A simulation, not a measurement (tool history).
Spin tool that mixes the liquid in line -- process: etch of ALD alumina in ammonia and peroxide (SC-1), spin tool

run	hour	temperature setpoint of the liquid (K)	parts of 29 % ammonia solution to one part of 30 % peroxide (parts by volume)	time under the liquid (s)	thickness taken off the ALD alumina on a monitor wafer (angstrom)
1	0	335.15	0.45	260	231.23
2	4.1	330.65	0.45	260	182.59
3	9.9	327.65	0.45	260	154.33
4	13.9	327.65	0.55	260	155.44
5	15.3	327.65	0.55	260	158.86
# hour 22.2: thermometer replaced
6	22.2	325.65	0.55	260	125.56

For run 7, what comes out?
7	26.1	325.15	0.55	260	?

Run 7 yielded thickness taken off the ALD alumina on a monitor wafer (angstrom) 123.41.

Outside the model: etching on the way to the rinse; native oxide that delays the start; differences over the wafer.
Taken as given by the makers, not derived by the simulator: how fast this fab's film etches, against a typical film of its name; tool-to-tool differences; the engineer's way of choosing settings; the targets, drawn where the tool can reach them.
